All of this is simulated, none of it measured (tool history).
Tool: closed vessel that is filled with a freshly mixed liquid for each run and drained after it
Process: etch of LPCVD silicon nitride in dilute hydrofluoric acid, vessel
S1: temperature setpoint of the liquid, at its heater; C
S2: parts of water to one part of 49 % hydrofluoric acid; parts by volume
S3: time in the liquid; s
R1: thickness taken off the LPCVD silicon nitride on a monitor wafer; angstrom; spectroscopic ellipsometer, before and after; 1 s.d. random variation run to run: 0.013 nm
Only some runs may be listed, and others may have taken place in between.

run 1 day=0 | S1=25 S2=220 S3=890 | R1=20.921
run 2 day=0.221 | S1=23.5 S2=220 S3=890 | R1=19.104
run 3 day=0.592 | S1=22.5 S2=220 S3=890 | R1=18.253
run 4 day=0.858 | S1=22 S2=220 S3=890 | R1=17.494
run 5 day=1.217 | S1=25 S2=220 S3=890 | R1=21.004
run 6 day=1.4 | S1=28.5 S2=220 S3=890 | R1=25.759

What will run 7 give?
run 7 day=1.771 | S1=26 S2=220 S3=890 | R1=?

Run 7 produced R1 22.078 angstrom.

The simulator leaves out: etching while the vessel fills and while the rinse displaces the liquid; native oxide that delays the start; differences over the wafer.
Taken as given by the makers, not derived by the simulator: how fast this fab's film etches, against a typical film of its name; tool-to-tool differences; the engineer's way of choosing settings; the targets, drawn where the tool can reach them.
